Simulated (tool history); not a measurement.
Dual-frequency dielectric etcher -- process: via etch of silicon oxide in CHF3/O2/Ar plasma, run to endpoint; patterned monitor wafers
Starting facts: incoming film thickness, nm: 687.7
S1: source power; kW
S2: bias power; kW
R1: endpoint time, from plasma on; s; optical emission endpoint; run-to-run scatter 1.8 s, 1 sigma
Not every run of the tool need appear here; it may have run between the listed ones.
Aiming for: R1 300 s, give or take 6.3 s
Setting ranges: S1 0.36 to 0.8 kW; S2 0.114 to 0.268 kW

run 1 day=0 | S1=0.58 S2=0.191 | R1=372.11
run 2 day=0.246 | S1=0.58 S2=0.172 | R1=385.76
run 3 day=0.292 | S1=0.58 S2=0.16 | R1=396.07
run 4 day=0.488 | S1=0.58 S2=0.127 | R1=427.43
run 5 day=0.775 | S1=0.58 S2=0.144 | R1=409.55
run 6 day=1.096 | S1=0.58 S2=0.123 | R1=431.7
run 7 day=1.129 | S1=0.66 S2=0.156 | R1=371.37
run 8 day=1.433 | S1=0.71 S2=0.169 | R1=347.66
run 9 day=1.771 | S1=0.74 S2=0.18 | R1=331.01
run 10 day=1.85 | S1=0.76 S2=0.188 | R1=319.17

Consider the 4 candidate settings below. Which is the only one whose results all fall within their allowed miss of target?
run A day=1.929 | S1=0.76 S2=0.229 | R1=?
run B day=1.929 | S1=0.61 S2=0.204 | R1=?
run C day=1.929 | S1=0.79 S2=0.192 | R1=?
run D day=1.929 | S1=0.74 S2=0.206 | R1=?

move=A R1=300.45
move=B R1=353.57
move=C R1=312.43
move=D R1=316.01
A: all results land within tolerance of their targets
B: its largest miss is bigger than the last run's
C: closes in on the targets versus the last run, not all within tolerance yet
D: closes in on the targets versus the last run, not all within tolerance yet
A is the move that brings every result within its allowed miss.
